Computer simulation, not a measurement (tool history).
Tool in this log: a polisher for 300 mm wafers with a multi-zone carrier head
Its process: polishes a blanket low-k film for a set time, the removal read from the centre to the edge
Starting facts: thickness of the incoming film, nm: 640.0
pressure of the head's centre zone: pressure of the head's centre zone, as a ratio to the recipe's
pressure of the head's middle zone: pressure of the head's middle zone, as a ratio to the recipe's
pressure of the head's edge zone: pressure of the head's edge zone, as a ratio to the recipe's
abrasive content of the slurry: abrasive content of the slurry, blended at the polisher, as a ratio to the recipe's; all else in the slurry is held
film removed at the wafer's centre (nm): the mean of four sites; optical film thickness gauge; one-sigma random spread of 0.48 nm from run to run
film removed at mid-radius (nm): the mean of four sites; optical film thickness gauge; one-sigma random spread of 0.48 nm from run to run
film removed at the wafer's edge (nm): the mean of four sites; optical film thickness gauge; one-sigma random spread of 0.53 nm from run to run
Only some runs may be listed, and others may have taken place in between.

run,hour,flow of slurry (ml/min),pressure of the head's centre zone,pressure of the head's middle zone,pressure of the head's edge zone,abrasive content of the slurry,polishing time (s),film removed at the wafer's centre (nm),film removed at mid-radius (nm),film removed at the wafer's edge (nm)
1,0.0,165,1.00,1.00,1.00,1.00,80,36.853,37.918,38.944
2,2.0,175,1.00,1.02,1.01,1.00,80,37.560,38.852,39.215
3,6.6,175,1.00,1.02,1.01,1.00,62,29.212,29.787,30.254
4,15.4,175,0.95,1.02,1.01,1.00,62,27.556,30.173,30.257
5,18.7,180,0.96,1.04,1.02,1.10,63,29.166,32.327,32.210
6,27.0,180,0.96,0.98,1.02,1.10,63,29.513,31.507,31.312
7,33.4,230,1.00,1.08,1.00,1.35,71,38.039,40.601,37.969

Expected results for the next run?
8,37.1,225,1.00,1.09,1.01,1.40,72,?,?,?

film removed at the wafer's centre (nm): 39.210
film removed at mid-radius (nm): 41.479
film removed at the wafer's edge (nm): 39.240

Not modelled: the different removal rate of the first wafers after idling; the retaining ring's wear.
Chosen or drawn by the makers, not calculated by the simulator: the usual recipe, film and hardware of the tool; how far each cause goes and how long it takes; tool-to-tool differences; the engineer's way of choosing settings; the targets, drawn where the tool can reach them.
